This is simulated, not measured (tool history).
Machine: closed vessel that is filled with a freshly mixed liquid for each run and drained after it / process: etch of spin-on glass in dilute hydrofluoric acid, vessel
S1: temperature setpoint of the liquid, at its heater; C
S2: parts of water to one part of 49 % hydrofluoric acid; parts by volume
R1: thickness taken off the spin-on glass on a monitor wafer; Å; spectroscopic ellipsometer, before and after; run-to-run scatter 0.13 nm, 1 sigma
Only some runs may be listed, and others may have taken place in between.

{"run": 1, "day": 0.0, "S1": 20, "S2": 290, "time in the liquid (s)": 140, "R1": 84.87}
{"run": 2, "day": 0.333, "S1": 20, "S2": 290, "time in the liquid (s)": 140, "R1": 84.793}
{"run": 3, "day": 0.529, "S1": 20, "S2": 350, "time in the liquid (s)": 140, "R1": 67.343}
{"run": 4, "day": 0.833, "S1": 21.5, "S2": 320, "time in the liquid (s)": 140, "R1": 79.386}
{"run": 5, "day": 1.008, "S1": 21.5, "S2": 320, "time in the liquid (s)": 140, "R1": 78.39}
{"run": 6, "day": 1.183, "S1": 21.5, "S2": 395, "time in the liquid (s)": 140, "R1": 59.01}

Estimate the outcome of run 7 from the log above:
{"run": 7, "day": 1.404, "S1": 25.5, "S2": 280, "time in the liquid (s)": 140, "R1": "?"}

R1: 110.17 Å

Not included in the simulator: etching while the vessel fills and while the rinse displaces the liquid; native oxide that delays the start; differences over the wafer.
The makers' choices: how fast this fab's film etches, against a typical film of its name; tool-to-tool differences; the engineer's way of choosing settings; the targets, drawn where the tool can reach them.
